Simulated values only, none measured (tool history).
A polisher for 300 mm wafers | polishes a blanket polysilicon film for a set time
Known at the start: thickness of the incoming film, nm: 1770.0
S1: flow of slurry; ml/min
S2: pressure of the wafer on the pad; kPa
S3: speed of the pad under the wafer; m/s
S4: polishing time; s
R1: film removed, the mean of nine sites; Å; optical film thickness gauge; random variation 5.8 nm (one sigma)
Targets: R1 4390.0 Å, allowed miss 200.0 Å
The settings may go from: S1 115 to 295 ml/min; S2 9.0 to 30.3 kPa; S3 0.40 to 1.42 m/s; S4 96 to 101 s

run  hour   S1    S2    S3  S4      R1
  1   0.0  190  19.3  0.90  96  7291.8
  2   4.3  190  17.2  0.90  96  6855.7
  3   6.7  190  17.2  0.90  96  6928.2
  4  14.6  190  17.2  1.08  96  8121.1
  5  21.8  190  17.2  0.94  96  7092.3
  6  28.1  190  15.2  0.90  96  5976.3
  7  33.5  190  13.8  0.90  96  5748.5
  8  35.3  185   9.0  0.82  96  3977.9
  9  39.0  185   9.7  0.82  96  4111.7

4 next moves are on the table. One of them brings every result within its allowed miss. Which?
  A  42.7  180  11.0  0.90   96   ?
  B  42.7  230  11.0  0.68   96   ?
  C  42.7  180   9.7  0.88   98   ?
  D  42.7  215  10.3  0.86  101   ?

move      R1
   A  4826.1
   B  3812.3
   C  4405.5
   D  4772.8
A: takes the result that was furthest off past its target
B: further off than the last run
C: meets every target
D: takes the result that was furthest off past its target
The right move is C.
